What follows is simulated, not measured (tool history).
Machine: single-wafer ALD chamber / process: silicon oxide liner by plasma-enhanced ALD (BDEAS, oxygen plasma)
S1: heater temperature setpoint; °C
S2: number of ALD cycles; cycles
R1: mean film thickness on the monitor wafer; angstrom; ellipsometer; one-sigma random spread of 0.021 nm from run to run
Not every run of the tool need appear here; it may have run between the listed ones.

run	hour	S1	S2	R1
1	0	320	59	52.662
2	5.1	320	67	59.86
3	9.1	330	67	58.68
4	13.8	325	67	59.623
5	15	326	64	56.675
6	20.4	326	62	54.32
7	28.5	327	60	52.592
8	34.4	328	58	51.225

Run 9 is up next; what results do you expect?
9	37	328	56	?

Run 9 came out at R1 48.888 angstrom.
